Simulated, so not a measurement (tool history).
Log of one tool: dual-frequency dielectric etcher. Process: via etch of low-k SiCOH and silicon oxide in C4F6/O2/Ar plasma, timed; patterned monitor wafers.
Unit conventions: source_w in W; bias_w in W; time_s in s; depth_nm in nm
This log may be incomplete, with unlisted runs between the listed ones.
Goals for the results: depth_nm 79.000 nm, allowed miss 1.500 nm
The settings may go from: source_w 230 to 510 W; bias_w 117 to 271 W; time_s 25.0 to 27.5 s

{"run": 1, "hour": 0.0, "source_w": 370, "bias_w": 194, "time_s": 27.5, "depth_nm": 68.46}
{"run": 2, "hour": 8.7, "source_w": 320, "bias_w": 194, "time_s": 27.5, "depth_nm": 64.684}
{"run": 3, "hour": 16.3, "source_w": 350, "bias_w": 197, "time_s": 27.5, "depth_nm": 67.638}
{"run": 4, "hour": 19.5, "source_w": 380, "bias_w": 199, "time_s": 27.5, "depth_nm": 69.797}
{"run": 5, "hour": 22.1, "source_w": 400, "bias_w": 201, "time_s": 27.5, "depth_nm": 71.056}
{"run": 6, "hour": 25.7, "source_w": 420, "bias_w": 204, "time_s": 27.5, "depth_nm": 73.698}
{"run": 7, "hour": 29.8, "source_w": 430, "bias_w": 205, "time_s": 27.5, "depth_nm": 74.509}
{"run": 8, "hour": 37.0, "source_w": 440, "bias_w": 206, "time_s": 27.5, "depth_nm": 75.057}

Exercise: of the 4 proposed moves below, exactly one satisfies all targets within the stated allowed misses. Which move is it?
{"run": "A", "hour": 44.2, "source_w": 480, "bias_w": 247, "time_s": 26.5, "depth_nm": "?"}
{"run": "B", "hour": 44.2, "source_w": 440, "bias_w": 213, "time_s": 27.5, "depth_nm": "?"}
{"run": "C", "hour": 44.2, "source_w": 490, "bias_w": 233, "time_s": 26.0, "depth_nm": "?"}
{"run": "D", "hour": 44.2, "source_w": 480, "bias_w": 201, "time_s": 27.0, "depth_nm": "?"}

move=A depth_nm=78.856
move=B depth_nm=75.740
move=C depth_nm=76.644
move=D depth_nm=75.656
A: all results in spec
B: moves toward the targets from the last run without getting all of them in spec
C: moves toward the targets from the last run without getting all of them in spec
D: moves toward the targets from the last run without getting all of them in spec
Correct choice: A, which meets every target

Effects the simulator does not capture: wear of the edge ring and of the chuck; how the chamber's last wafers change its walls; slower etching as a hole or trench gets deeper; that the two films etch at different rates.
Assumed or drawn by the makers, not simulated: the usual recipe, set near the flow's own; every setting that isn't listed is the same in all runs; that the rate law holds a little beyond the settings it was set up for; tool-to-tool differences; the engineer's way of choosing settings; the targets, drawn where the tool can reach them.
